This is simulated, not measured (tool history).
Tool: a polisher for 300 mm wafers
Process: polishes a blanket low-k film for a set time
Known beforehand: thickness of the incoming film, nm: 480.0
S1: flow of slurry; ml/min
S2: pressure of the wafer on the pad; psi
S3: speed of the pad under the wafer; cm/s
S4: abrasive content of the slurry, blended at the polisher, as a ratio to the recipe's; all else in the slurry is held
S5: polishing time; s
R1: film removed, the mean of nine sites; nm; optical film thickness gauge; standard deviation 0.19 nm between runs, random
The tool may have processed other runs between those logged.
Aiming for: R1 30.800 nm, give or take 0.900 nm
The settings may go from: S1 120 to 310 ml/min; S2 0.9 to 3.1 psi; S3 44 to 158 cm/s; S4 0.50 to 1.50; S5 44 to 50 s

{"run": 1, "hour": 0.0, "S1": 200, "S2": 2.0, "S3": 100, "S4": 1.0, "S5": 50, "R1": 20.469}
{"run": 2, "hour": 6.2, "S1": 200, "S2": 2.5, "S3": 100, "S4": 1.0, "S5": 50, "R1": 25.541}
{"run": 3, "hour": 11.9, "S1": 200, "S2": 2.5, "S3": 118, "S4": 1.0, "S5": 50, "R1": 28.556}
{"run": 4, "hour": 15.8, "S1": 160, "S2": 2.5, "S3": 118, "S4": 1.0, "S5": 50, "R1": 27.268}
{"run": 5, "hour": 22.5, "S1": 160, "S2": 2.3, "S3": 118, "S4": 1.0, "S5": 50, "R1": 25.183}
{"run": 6, "hour": 31.2, "S1": 160, "S2": 2.6, "S3": 118, "S4": 1.0, "S5": 50, "R1": 28.285}
{"run": 7, "hour": 38.7, "S1": 170, "S2": 2.6, "S3": 118, "S4": 1.0, "S5": 50, "R1": 28.523}
{"run": 8, "hour": 40.7, "S1": 180, "S2": 2.6, "S3": 118, "S4": 1.0, "S5": 50, "R1": 28.865}
{"run": 9, "hour": 41.7, "S1": 190, "S2": 2.6, "S3": 118, "S4": 1.0, "S5": 50, "R1": 29.35}
{"run": 10, "hour": 44.7, "S1": 195, "S2": 2.6, "S3": 118, "S4": 1.0, "S5": 50, "R1": 29.18}
{"run": 11, "hour": 45.5, "S1": 200, "S2": 2.6, "S3": 118, "S4": 1.0, "S5": 50, "R1": 29.618}
{"run": 12, "hour": 51.5, "S1": 205, "S2": 2.6, "S3": 118, "S4": 1.0, "S5": 50, "R1": 29.255}

Which one of the following 5 next-run settings gets every result inside its allowed miss? There is exactly one.
{"run": "A", "hour": 57.5, "S1": 210, "S2": 2.6, "S3": 118, "S4": 1.1, "S5": 50, "R1": "?"}
{"run": "B", "hour": 57.5, "S1": 190, "S2": 2.9, "S3": 110, "S4": 1.0, "S5": 44, "R1": "?"}
{"run": "C", "hour": 57.5, "S1": 250, "S2": 2.9, "S3": 124, "S4": 0.85, "S5": 44, "R1": "?"}
{"run": "D", "hour": 57.5, "S1": 205, "S2": 2.5, "S3": 140, "S4": 0.8, "S5": 48, "R1": "?"}
{"run": "E", "hour": 57.5, "S1": 205, "S2": 2.5, "S3": 122, "S4": 0.8, "S5": 49, "R1": "?"}

move=A R1=31.010
move=B R1=27.611
move=C R1=28.907
move=D R1=28.053
move=E R1=26.213
A: in spec on every target
B: the biggest miss grows against the last run
C: the biggest miss grows against the last run
D: the biggest miss grows against the last run
E: the biggest miss grows against the last run
Move A is the one to make.
